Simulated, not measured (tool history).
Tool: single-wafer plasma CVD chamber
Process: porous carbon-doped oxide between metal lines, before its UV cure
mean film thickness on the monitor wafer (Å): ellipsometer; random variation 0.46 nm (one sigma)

run	hour	heater temperature setpoint (K)	RF power (W)	deposition time (s)	mean film thickness on the monitor wafer (Å)
1	0.0	583.15	410	39.4	1836.7
2	8.8	585.15	405	39.4	1798.0
3	16.1	587.15	405	39.4	1773.5
4	20.6	579.15	405	39.4	1836.5
5	23.7	579.15	405	39.4	1843.6
6	27.7	587.15	405	39.4	1783.4
7	31.9	589.15	400	39.4	1744.1
8	33.7	591.15	400	39.4	1718.2
9	34.6	592.15	400	39.4	1713.5
10	42.9	593.15	400	39.4	1713.6

Forecast run 11:
11	45.9	594.15	400	39.4	?

Run 11 gave mean film thickness on the monitor wafer (Å) 1693.4.
